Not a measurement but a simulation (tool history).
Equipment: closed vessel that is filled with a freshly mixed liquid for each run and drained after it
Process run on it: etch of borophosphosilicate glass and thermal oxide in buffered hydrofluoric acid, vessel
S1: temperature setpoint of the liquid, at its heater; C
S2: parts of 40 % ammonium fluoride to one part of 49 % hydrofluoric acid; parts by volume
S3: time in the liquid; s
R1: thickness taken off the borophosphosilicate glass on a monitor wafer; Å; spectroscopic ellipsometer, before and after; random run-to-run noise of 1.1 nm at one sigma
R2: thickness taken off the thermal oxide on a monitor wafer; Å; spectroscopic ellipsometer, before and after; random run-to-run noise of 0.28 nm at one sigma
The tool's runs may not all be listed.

{"run": 1, "hour": 0.0, "S1": 20, "S2": 13.5, "S3": 60, "R1": 743.29, "R2": 395.24}
{"run": 2, "hour": 3.9, "S1": 20, "S2": 11.5, "S3": 60, "R1": 876.34, "R2": 466.7}
{"run": 3, "hour": 11.2, "S1": 21.5, "S2": 11.5, "S3": 60, "R1": 944.87, "R2": 506.54}
{"run": 4, "hour": 17.3, "S1": 22.5, "S2": 11.5, "S3": 60, "R1": 985.04, "R2": 531.7}
{"run": 5, "hour": 21.3, "S1": 23.5, "S2": 11.5, "S3": 60, "R1": 1046.3, "R2": 569.02}
{"run": 6, "hour": 22.4, "S1": 24, "S2": 11.5, "S3": 60, "R1": 1063.4, "R2": 581.91}
{"run": 7, "hour": 25.8, "S1": 24.5, "S2": 11.5, "S3": 60, "R1": 1112.8, "R2": 599.34}
{"run": 8, "hour": 28.0, "S1": 25, "S2": 11.5, "S3": 60, "R1": 1121.3, "R2": 616.52}

Run 9 comes next. What will it give?
{"run": 9, "hour": 36.1, "S1": 25, "S2": 11.5, "S3": 60, "R1": "?", "R2": "?"}

R1: 1139.3 Å
R2: 618.62 Å
